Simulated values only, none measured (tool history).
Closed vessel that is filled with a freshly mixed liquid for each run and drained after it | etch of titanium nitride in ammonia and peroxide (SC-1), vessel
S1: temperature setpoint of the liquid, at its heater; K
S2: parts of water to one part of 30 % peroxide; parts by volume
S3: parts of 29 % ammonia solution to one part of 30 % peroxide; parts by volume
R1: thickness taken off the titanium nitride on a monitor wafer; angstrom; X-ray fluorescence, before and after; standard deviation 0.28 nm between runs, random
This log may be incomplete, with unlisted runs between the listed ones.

Run 1, hour 0.0: S1 333.15 K, S2 18.5 parts by volume, S3 0.75 parts by volume, time in the liquid (s) 505. Result: R1 909.41 angstrom.
Run 2, hour 2.0: S1 331.65 K, S2 18.5 parts by volume, S3 0.75 parts by volume, time in the liquid (s) 505. Result: R1 819.75 angstrom.
Run 3, hour 7.1: S1 335.65 K, S2 18.5 parts by volume, S3 0.75 parts by volume, time in the liquid (s) 505. Result: R1 1075.90 angstrom.
Run 4, hour 13.1: S1 342.65 K, S2 18.5 parts by volume, S3 0.75 parts by volume, time in the liquid (s) 505. Result: R1 1663.50 angstrom.
Run 5, hour 15.9: S1 342.65 K, S2 23.5 parts by volume, S3 0.75 parts by volume, time in the liquid (s) 505. Result: R1 1474.90 angstrom.
Run 6, hour 20.5: S1 339.15 K, S2 23.5 parts by volume, S3 0.75 parts by volume, time in the liquid (s) 505. Result: R1 1182.90 angstrom.
Run 7, hour 24.4: S1 336.65 K, S2 23.5 parts by volume, S3 0.75 parts by volume, time in the liquid (s) 505. Result: R1 1006.50 angstrom.

Run 8, settings as shown, results not yet in. Your forecast:
Run 8, hour 29.7: S1 328.65 K, S2 23.5 parts by volume, S3 0.75 parts by volume, time in the liquid (s) 505. Result: R1 ?.

R1: 593.57 angstrom
